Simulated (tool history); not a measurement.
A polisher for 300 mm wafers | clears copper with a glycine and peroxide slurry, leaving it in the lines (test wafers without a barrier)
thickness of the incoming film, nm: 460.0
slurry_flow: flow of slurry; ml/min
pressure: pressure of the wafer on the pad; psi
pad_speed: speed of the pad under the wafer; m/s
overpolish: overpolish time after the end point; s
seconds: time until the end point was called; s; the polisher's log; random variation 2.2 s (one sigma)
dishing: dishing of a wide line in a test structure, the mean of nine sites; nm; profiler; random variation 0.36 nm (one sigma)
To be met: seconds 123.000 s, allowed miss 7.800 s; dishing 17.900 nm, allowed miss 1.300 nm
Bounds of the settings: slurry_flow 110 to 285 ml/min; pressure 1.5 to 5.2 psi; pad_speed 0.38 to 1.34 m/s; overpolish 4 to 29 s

run 1 hour=0.0 | slurry_flow=180 pressure=3.3 pad_speed=0.86 overpolish=15 | seconds=92.431 dishing=49.307
run 2 hour=8.9 | slurry_flow=170 pressure=2.7 pad_speed=0.90 overpolish=11 | seconds=100.270 dishing=37.878
run 3 hour=14.1 | slurry_flow=185 pressure=2.3 pad_speed=0.88 overpolish=9 | seconds=105.770 dishing=28.239
run 4 hour=21.4 | slurry_flow=185 pressure=2.3 pad_speed=0.88 overpolish=15 | seconds=104.700 dishing=45.321
run 5 hour=27.6 | slurry_flow=185 pressure=2.3 pad_speed=0.88 overpolish=20 | seconds=107.160 dishing=53.889
run 6 hour=31.0 | slurry_flow=185 pressure=2.3 pad_speed=0.88 overpolish=23 | seconds=108.330 dishing=59.800
run 7 hour=32.0 | slurry_flow=135 pressure=1.5 pad_speed=0.82 overpolish=16 | seconds=139.090 dishing=38.261
run 8 hour=38.6 | slurry_flow=180 pressure=1.6 pad_speed=0.78 overpolish=12 | seconds=133.080 dishing=30.475
run 9 hour=43.9 | slurry_flow=215 pressure=1.6 pad_speed=0.76 overpolish=9 | seconds=135.270 dishing=24.504
run 10 hour=47.3 | slurry_flow=235 pressure=1.6 pad_speed=0.78 overpolish=7 | seconds=127.740 dishing=20.108

5 next moves are on the table. One of them brings every result within its allowed miss. Which?
run A hour=50.7 | slurry_flow=235 pressure=1.5 pad_speed=0.74 overpolish=8 | seconds=? dishing=?
run B hour=50.7 | slurry_flow=225 pressure=1.8 pad_speed=0.80 overpolish=8 | seconds=? dishing=?
run C hour=50.7 | slurry_flow=230 pressure=1.7 pad_speed=0.68 overpolish=8 | seconds=? dishing=?
run D hour=50.7 | slurry_flow=210 pressure=1.5 pad_speed=0.70 overpolish=9 | seconds=? dishing=?
run E hour=50.7 | slurry_flow=215 pressure=1.9 pad_speed=0.78 overpolish=6 | seconds=? dishing=?

move=A seconds=130.800 dishing=21.417
move=B seconds=116.940 dishing=23.685
move=C seconds=134.210 dishing=20.971
move=D seconds=137.990 dishing=22.721
move=E seconds=117.620 dishing=18.157
A: further off than the last run
B: further off than the last run
C: further off than the last run
D: further off than the last run
E: meets every target
Move E is the one to make.
